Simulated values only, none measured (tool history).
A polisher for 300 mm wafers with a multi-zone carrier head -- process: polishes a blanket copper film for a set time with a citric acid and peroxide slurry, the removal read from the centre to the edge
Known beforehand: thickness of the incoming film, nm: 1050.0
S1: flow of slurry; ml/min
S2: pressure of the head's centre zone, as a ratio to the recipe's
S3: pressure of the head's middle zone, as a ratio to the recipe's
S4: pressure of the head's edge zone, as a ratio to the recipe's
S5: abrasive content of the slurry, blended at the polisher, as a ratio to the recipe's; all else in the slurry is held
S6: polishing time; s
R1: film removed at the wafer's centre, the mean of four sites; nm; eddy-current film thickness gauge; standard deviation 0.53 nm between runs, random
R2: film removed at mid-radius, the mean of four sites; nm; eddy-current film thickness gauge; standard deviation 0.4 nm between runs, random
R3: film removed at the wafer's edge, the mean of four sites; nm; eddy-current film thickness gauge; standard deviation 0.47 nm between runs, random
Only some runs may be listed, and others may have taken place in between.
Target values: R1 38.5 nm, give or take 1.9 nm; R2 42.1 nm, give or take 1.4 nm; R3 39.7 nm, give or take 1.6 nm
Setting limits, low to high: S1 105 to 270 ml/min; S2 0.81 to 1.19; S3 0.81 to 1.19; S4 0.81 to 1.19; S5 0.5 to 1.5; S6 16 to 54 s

| run | hour | S1 | S2 | S3 | S4 | S5 | S6 | R1 | R2 | R3 |
|---|---|---|---|---|---|---|---|---|---|---|
| 1 | 0 | 175 | 1 | 1 | 1 | 1 | 35 | 46.658 | 47.281 | 46.869 |
| 2 | 2.4 | 170 | 0.98 | 1 | 0.97 | 0.95 | 35 | 45.805 | 46.312 | 46.181 |
| 3 | 9.9 | 170 | 1.01 | 1 | 0.97 | 0.95 | 35 | 46.761 | 46.936 | 46.375 |
| 4 | 16.4 | 170 | 1.01 | 1.04 | 0.97 | 0.95 | 35 | 46.231 | 48.288 | 45.789 |
| 5 | 22.4 | 165 | 1 | 1.04 | 0.96 | 0.85 | 34 | 44.232 | 44.802 | 43.516 |
| 6 | 26.3 | 160 | 0.98 | 1.05 | 0.95 | 0.8 | 34 | 42.878 | 45.12 | 41.353 |
| 7 | 34.6 | 155 | 0.96 | 1.04 | 0.96 | 0.8 | 34 | 40.485 | 43.517 | 41.326 |
| 8 | 36.9 | 150 | 0.96 | 1.04 | 0.96 | 0.8 | 34 | 40.195 | 43.159 | 41.689 |

Below are 5 possible settings for the next run. Only one of them brings all results inside the allowed miss of their targets. Which is it?
| A | 39.2 | 140 | 0.96 | 1.08 | 1 | 0.65 | 34 | ? | ? | ? |
| B | 39.2 | 170 | 0.83 | 1.02 | 0.94 | 0.75 | 33 | ? | ? | ? |
| C | 39.2 | 105 | 1.12 | 0.93 | 0.97 | 0.95 | 35 | ? | ? | ? |
| D | 39.2 | 160 | 1 | 0.99 | 1.07 | 0.8 | 34 | ? | ? | ? |
| E | 39.2 | 115 | 0.98 | 0.93 | 1 | 0.8 | 36 | ? | ? | ? |

| move | R1 | R2 | R3 |
|---|---|---|---|
| A | 37.448 | 41.882 | 40.037 |
| B | 34.948 | 41.898 | 40.272 |
| C | 44.107 | 38.917 | 42.395 |
| D | 42.114 | 42.312 | 44.538 |
| E | 40.087 | 39.445 | 43.2 |
A: hits every target within its allowed miss
B: corrects the largest miss of the last run, while another result sits out of spec
C: moves away from the targets compared with the last run
D: moves away from the targets compared with the last run
E: moves away from the targets compared with the last run
So the answer is move A, the one that meets all the targets.
